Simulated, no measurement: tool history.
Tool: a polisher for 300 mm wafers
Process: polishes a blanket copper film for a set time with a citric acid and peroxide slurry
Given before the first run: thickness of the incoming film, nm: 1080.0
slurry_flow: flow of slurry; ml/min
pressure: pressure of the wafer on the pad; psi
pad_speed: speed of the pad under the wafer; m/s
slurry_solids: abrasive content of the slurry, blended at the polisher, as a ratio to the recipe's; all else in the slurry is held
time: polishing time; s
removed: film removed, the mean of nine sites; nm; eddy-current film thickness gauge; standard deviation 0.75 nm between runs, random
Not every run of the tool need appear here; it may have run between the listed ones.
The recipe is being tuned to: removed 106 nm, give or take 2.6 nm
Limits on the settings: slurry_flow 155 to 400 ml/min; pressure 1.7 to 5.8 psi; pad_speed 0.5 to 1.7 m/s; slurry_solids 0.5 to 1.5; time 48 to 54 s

{"run": 1, "hour": 0.0, "slurry_flow": 255, "pressure": 3.7, "pad_speed": 1.1, "slurry_solids": 1, "time": 54, "removed": 155.05}
{"run": 2, "hour": 6.2, "slurry_flow": 250, "pressure": 3.4, "pad_speed": 1.1, "slurry_solids": 1, "time": 54, "removed": 145.87}
{"run": 3, "hour": 9.0, "slurry_flow": 250, "pressure": 3.1, "pad_speed": 1.1, "slurry_solids": 1, "time": 54, "removed": 135.99}
{"run": 4, "hour": 11.3, "slurry_flow": 250, "pressure": 2.9, "pad_speed": 1.1, "slurry_solids": 1, "time": 54, "removed": 129.16}
{"run": 5, "hour": 18.7, "slurry_flow": 295, "pressure": 2.9, "pad_speed": 1.1, "slurry_solids": 1, "time": 54, "removed": 131.65}
{"run": 6, "hour": 25.5, "slurry_flow": 290, "pressure": 2.7, "pad_speed": 1.1, "slurry_solids": 1, "time": 54, "removed": 124.88}
{"run": 7, "hour": 28.1, "slurry_flow": 285, "pressure": 2.6, "pad_speed": 1.1, "slurry_solids": 1, "time": 54, "removed": 120.25}
{"run": 8, "hour": 33.3, "slurry_flow": 285, "pressure": 2.5, "pad_speed": 1.1, "slurry_solids": 1, "time": 54, "removed": 117.04}
{"run": 9, "hour": 34.6, "slurry_flow": 280, "pressure": 2.4, "pad_speed": 1.1, "slurry_solids": 1, "time": 54, "removed": 115.11}
{"run": 10, "hour": 38.9, "slurry_flow": 275, "pressure": 2, "pad_speed": 1.1, "slurry_solids": 1, "time": 54, "removed": 101.15}
{"run": 11, "hour": 43.6, "slurry_flow": 280, "pressure": 2, "pad_speed": 1.1, "slurry_solids": 1, "time": 54, "removed": 100.01}
{"run": 12, "hour": 44.2, "slurry_flow": 290, "pressure": 2, "pad_speed": 1.1, "slurry_solids": 1, "time": 54, "removed": 101.25}
{"run": 13, "hour": 45.7, "slurry_flow": 295, "pressure": 2, "pad_speed": 1.1, "slurry_solids": 1, "time": 54, "removed": 100.13}
{"run": 14, "hour": 46.8, "slurry_flow": 295, "pressure": 2, "pad_speed": 1.1, "slurry_solids": 1, "time": 54, "removed": 100.8}
{"run": 15, "hour": 52.7, "slurry_flow": 295, "pressure": 2, "pad_speed": 1.1, "slurry_solids": 1, "time": 54, "removed": 101.61}
{"run": 16, "hour": 57.9, "slurry_flow": 300, "pressure": 2, "pad_speed": 1.1, "slurry_solids": 1, "time": 54, "removed": 99.97}

Exercise: of the 4 proposed moves below, exactly one satisfies all targets within the stated allowed misses. Which move is it?
{"run": "A", "hour": 63.1, "slurry_flow": 315, "pressure": 1.7, "pad_speed": 1.16, "slurry_solids": 1.2, "time": 54, "removed": "?"}
{"run": "B", "hour": 63.1, "slurry_flow": 375, "pressure": 1.8, "pad_speed": 1.16, "slurry_solids": 1.3, "time": 53, "removed": "?"}
{"run": "C", "hour": 63.1, "slurry_flow": 325, "pressure": 2, "pad_speed": 1.16, "slurry_solids": 1, "time": 50, "removed": "?"}
{"run": "D", "hour": 63.1, "slurry_flow": 285, "pressure": 2.3, "pad_speed": 0.98, "slurry_solids": 1.05, "time": 54, "removed": "?"}

move=A removed=102.59
move=B removed=107.82
move=C removed=100.66
move=D removed=101.66
A: nearer the targets than the last run, but a result is still out of spec
B: in spec on every target
C: nearer the targets than the last run, but a result is still out of spec
D: nearer the targets than the last run, but a result is still out of spec
The right move is B.
